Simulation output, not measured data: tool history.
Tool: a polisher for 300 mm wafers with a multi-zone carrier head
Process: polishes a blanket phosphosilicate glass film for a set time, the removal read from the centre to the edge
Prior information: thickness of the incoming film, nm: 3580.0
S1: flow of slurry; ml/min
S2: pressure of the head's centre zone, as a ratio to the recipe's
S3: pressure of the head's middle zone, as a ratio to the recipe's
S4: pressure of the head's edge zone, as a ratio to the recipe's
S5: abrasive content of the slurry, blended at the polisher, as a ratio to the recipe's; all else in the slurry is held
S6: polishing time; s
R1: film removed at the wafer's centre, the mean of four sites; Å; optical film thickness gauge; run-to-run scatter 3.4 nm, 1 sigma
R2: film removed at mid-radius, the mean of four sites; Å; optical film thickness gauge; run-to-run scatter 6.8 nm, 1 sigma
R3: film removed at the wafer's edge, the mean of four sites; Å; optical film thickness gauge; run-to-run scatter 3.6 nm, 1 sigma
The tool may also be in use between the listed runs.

run	hour	S1	S2	S3	S4	S5	S6	R1	R2	R3
1	0	175	1	1	1	1	65	5909.8	5935.7	5987.9
2	4.3	160	0.94	1.02	0.95	0.9	65	5171.2	5513.9	5311.5
3	5.6	160	0.94	0.98	0.95	0.9	65	5129	5355.8	5402.5
4	13.3	140	0.94	0.98	0.95	0.9	65	5018.3	5262.4	5304.4
5	14.7	115	0.94	0.98	0.95	0.9	65	4739.1	4906.3	5137
6	21.9	115	0.9	1.02	0.93	0.9	65	4450.2	4937.1	4979.1
7	24.7	115	0.82	1.12	0.84	0.9	65	4027.7	5316.4	4911.1

Run 8 comes next. What will it give?
8	27.4	115	0.83	1.12	0.83	0.85	65	?	?	?

Run 8 measured R1 4015.5 Å, R2 5326.5 Å, R3 4708.3 Å.
